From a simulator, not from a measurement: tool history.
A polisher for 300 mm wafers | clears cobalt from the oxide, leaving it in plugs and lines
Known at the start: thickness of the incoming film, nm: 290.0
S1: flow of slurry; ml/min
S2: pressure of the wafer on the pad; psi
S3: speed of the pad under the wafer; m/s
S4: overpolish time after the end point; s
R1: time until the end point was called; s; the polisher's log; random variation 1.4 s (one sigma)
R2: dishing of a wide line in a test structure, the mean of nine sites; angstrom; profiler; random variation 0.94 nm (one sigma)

run  hour   S1   S2    S3  S4      R1      R2
  1   0.0  285  1.7  1.28  20  68.683  470.61
  2   4.3  315  1.7  1.28  20  69.184  490.16
  3   7.0  280  1.7  1.28  20  66.840  492.57
  4   8.3  325  1.7  1.28  20  68.893  495.55
  5  14.4  330  1.6  1.28  21  71.785  488.06
  6  15.9  330  2.0  1.28  21  57.579  519.17
  7  18.6  330  1.8  1.28  22  63.340  524.36
  8  21.5  330  1.8  1.28  22  64.110  526.78

Run 9 comes next. What will it give?
  9  26.0  330  1.7  1.28  23   ?   ?

Run 9 gave R1 68.637 s, R2 536.06 angstrom.

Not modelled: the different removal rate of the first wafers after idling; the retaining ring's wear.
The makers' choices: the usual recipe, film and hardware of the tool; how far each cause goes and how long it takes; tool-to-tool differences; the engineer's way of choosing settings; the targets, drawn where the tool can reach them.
